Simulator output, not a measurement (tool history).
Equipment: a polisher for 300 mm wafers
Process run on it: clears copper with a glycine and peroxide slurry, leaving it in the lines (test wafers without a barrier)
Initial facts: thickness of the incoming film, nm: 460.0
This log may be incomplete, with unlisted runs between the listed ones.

run  hour  flow of slurry (ml/min)  pressure of the wafer on the pad (kPa)  speed of the pad under the wafer (cm/s)  overpolish time after the end point (s)  time until the end point was called (s)  dishing of a wide line in a test structure (Å)
  1     0                      195                                    12.4                                      102                                       29                                   107.29                                          766.27
  2   5.4                      200                                    14.5                                      106                                       31                                   97.563                                          879.34
  3  11.6                      205                                    15.9                                      116                                       33                                   84.535                                          982.31
  4  19.6                      205                                    15.9                                      116                                       41                                   86.115                                          1094.1
  5  20.4                      210                                    17.2                                      122                                       42                                   77.649                                            1171
  6    21                      210                                    17.9                                      126                                       43                                   74.884                                            1207

What will run 7 give?
  7  28.5                      215                                    18.6                                      130                                       44                                        ?                                               ?

time until the end point was called (s): 71.129
dishing of a wide line in a test structure (Å): 1309.9

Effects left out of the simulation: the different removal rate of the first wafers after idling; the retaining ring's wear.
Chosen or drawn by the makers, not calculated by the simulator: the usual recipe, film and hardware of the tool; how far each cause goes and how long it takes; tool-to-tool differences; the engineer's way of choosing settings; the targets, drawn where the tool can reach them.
